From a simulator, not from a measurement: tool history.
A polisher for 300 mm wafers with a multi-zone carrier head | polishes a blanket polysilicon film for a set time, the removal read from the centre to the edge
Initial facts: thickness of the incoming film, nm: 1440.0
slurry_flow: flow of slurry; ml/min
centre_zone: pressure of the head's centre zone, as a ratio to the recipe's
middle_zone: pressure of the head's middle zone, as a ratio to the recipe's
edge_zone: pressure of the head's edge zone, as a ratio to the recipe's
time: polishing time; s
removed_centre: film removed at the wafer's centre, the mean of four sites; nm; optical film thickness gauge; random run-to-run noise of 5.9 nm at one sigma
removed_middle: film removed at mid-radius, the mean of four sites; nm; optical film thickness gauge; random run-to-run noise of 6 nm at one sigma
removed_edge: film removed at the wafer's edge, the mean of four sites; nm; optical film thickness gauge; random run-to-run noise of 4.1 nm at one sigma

{"run": 1, "hour": 0.0, "slurry_flow": 225, "centre_zone": 1.0, "middle_zone": 1.0, "edge_zone": 1.0, "time": 50, "removed_centre": 404.42, "removed_middle": 404.85, "removed_edge": 408.03}
{"run": 2, "hour": 3.3, "slurry_flow": 230, "centre_zone": 1.01, "middle_zone": 1.02, "edge_zone": 1.02, "time": 51, "removed_centre": 420.28, "removed_middle": 418.46, "removed_edge": 416.6}
{"run": 3, "hour": 4.8, "slurry_flow": 235, "centre_zone": 1.01, "middle_zone": 1.03, "edge_zone": 1.03, "time": 52, "removed_centre": 440.13, "removed_middle": 441.74, "removed_edge": 433.53}
{"run": 4, "hour": 5.4, "slurry_flow": 235, "centre_zone": 1.01, "middle_zone": 1.03, "edge_zone": 1.1, "time": 52, "removed_centre": 429.77, "removed_middle": 429.25, "removed_edge": 447.32}
{"run": 5, "hour": 10.4, "slurry_flow": 245, "centre_zone": 1.01, "middle_zone": 1.05, "edge_zone": 1.11, "time": 52, "removed_centre": 431.73, "removed_middle": 457.39, "removed_edge": 444.21}
{"run": 6, "hour": 18.5, "slurry_flow": 245, "centre_zone": 1.01, "middle_zone": 1.1, "edge_zone": 1.11, "time": 52, "removed_centre": 437.11, "removed_middle": 467.19, "removed_edge": 449.93}
{"run": 7, "hour": 25.1, "slurry_flow": 250, "centre_zone": 1.01, "middle_zone": 1.1, "edge_zone": 1.12, "time": 52, "removed_centre": 434.35, "removed_middle": 469.98, "removed_edge": 451.33}

Run 8 has not been measured yet. What should we expect?
{"run": 8, "hour": 29.9, "slurry_flow": 255, "centre_zone": 1.01, "middle_zone": 1.1, "edge_zone": 1.13, "time": 52, "removed_centre": "?", "removed_middle": "?", "removed_edge": "?"}

removed_centre: 436.57 nm
removed_middle: 464.21 nm
removed_edge: 453.30 nm

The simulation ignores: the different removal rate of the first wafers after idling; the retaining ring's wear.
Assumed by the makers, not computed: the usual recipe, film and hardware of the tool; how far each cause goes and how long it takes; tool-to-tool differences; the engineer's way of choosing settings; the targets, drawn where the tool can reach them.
